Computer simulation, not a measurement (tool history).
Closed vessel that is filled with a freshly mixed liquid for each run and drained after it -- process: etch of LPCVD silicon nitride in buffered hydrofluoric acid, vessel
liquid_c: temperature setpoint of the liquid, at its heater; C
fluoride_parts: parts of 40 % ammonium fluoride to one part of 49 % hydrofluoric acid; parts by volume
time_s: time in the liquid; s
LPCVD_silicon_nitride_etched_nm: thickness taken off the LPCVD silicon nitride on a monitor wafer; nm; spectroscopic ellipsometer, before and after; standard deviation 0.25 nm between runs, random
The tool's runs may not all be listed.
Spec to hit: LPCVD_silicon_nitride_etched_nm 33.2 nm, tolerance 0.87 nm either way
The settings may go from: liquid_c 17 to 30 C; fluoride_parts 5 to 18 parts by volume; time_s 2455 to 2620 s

| run | hour | liquid_c | fluoride_parts | time_s | LPCVD_silicon_nitride_etched_nm |
|---|---|---|---|---|---|
| 1 | 0 | 22 | 11 | 2455 | 32.108 |
| 2 | 9.6 | 25.5 | 11 | 2455 | 38.428 |
| 3 | 18 | 24.5 | 11 | 2455 | 36.35 |
| 4 | 19.5 | 24 | 11 | 2455 | 35.653 |
| 5 | 27.4 | 24 | 10 | 2455 | 37.766 |
| 6 | 30 | 23.5 | 10 | 2455 | 36.213 |
| 7 | 37.1 | 23 | 10 | 2455 | 35.805 |
| 8 | 40.7 | 22.5 | 10 | 2455 | 34.419 |

Pick the move, out of 5, that brings all results within their allowed miss; only one does.
| A | 44.3 | 20.5 | 10.5 | 2605 | ? |
| B | 44.3 | 27 | 13 | 2455 | ? |
| C | 44.3 | 20.5 | 9 | 2615 | ? |
| D | 44.3 | 22.5 | 11.5 | 2585 | ? |
| E | 44.3 | 20.5 | 10 | 2520 | ? |

| move | LPCVD_silicon_nitride_etched_nm |
|---|---|
| A | 32.152 |
| B | 35.658 |
| C | 37.136 |
| D | 33.143 |
| E | 32.07 |
A: the result that was furthest off in the last run now lies on the other side of its target
B: moves away from the targets compared with the last run
C: moves away from the targets compared with the last run
D: every result lands within tolerance
E: the result that was furthest off in the last run now lies on the other side of its target
The move that meets every target is D.
